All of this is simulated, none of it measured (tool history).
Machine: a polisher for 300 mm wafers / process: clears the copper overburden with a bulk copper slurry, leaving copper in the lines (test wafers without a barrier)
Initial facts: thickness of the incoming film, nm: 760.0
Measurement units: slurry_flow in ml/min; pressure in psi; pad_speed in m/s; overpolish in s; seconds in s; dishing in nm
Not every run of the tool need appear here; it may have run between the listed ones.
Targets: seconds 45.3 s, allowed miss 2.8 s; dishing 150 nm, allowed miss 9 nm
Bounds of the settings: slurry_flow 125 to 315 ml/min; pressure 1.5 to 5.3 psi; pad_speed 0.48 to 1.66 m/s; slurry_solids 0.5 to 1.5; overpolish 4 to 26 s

run  hour  slurry_flow  pressure  pad_speed  slurry_solids  overpolish  seconds  dishing
  1     0          205       3.4       1.06              1          13   66.125   90.492
  2   0.8          205       3.7       1.06              1          14   63.185   102.75
  3   7.2          205       3.7       1.06            0.9          14   64.425   99.849
  4  15.5          205       4.1       1.06            0.9          14   60.566   104.58
  5  20.8          205       4.1       1.06           1.05          14   58.784   103.79
  6    22          165       4.1       1.06           1.05          14   60.583   107.02
       26  -- slurry blender recalibrated
  7    26          165       4.4       1.08           1.05          15   54.147   113.49
  8  34.3          165       4.6       1.08           1.05          16   52.177   124.84

Consider the 4 candidate settings below. Which is the only one whose results all fall within their allowed miss of target?
  A  42.6          190       5.3       1.12            0.9          20        ?        ?
  B  42.6          190       4.8       1.08           1.05          11        ?        ?
  C  42.6          135       4.8       1.22           1.15          16        ?        ?
  D  42.6          150       5.2          1           1.05          23        ?        ?

move  seconds  dishing
   A   45.055   146.56
   B   48.154   102.44
   C   44.861    131.6
   D   50.794   147.39
A: every result within its allowed miss
B: its largest miss is bigger than the last run's
C: better than the last run, though not everything is in spec
D: brings the last run's worst result on target, with another outside its allowed miss
Correct choice: A, which meets every target

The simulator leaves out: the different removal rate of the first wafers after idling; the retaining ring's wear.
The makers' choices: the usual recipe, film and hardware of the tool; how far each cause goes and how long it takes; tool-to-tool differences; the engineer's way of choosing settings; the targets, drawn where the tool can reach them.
